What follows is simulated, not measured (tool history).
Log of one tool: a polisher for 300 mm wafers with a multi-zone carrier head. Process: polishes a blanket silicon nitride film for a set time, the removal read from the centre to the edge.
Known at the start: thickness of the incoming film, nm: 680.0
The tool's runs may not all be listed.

run    day  flow of slurry (ml/min)  pressure of the head's centre zone  pressure of the head's middle zone  pressure of the head's edge zone  polishing time (s)  film removed at the wafer's centre (angstrom)  film removed at mid-radius (angstrom)  film removed at the wafer's edge (angstrom)
  1  0.000                      140                                1.00                                1.00                              1.00                  41                                         951.93                                 942.76                                       939.09
  2  0.358                      140                                1.00                                0.96                              1.00                  41                                         972.51                                 916.56                                       955.43
  3  0.575                      145                                1.00                                0.96                              1.01                  43                                         991.08                                 939.84                                      1001.60
  4  0.629                      145                                1.00                                0.96                              1.01                  52                                        1175.10                                1166.10                                      1206.90
  5  0.712                      150                                1.01                                0.96                              1.02                  53                                        1218.60                                1181.10                                      1244.10
  6  0.904                      150                                1.01                                0.96                              1.02                  47                                        1100.10                                1054.20                                      1132.40

The next listed run, before its measurement:
  7  1.133                      155                                1.03                                0.98                              1.03                  47                                              ?                                      ?                                            ?

{"run 7": {"film removed at the wafer's centre (angstrom)": 1135.0, "film removed at mid-radius (angstrom)": 1061.0, "film removed at the wafer's edge (angstrom)": 1104.7}}

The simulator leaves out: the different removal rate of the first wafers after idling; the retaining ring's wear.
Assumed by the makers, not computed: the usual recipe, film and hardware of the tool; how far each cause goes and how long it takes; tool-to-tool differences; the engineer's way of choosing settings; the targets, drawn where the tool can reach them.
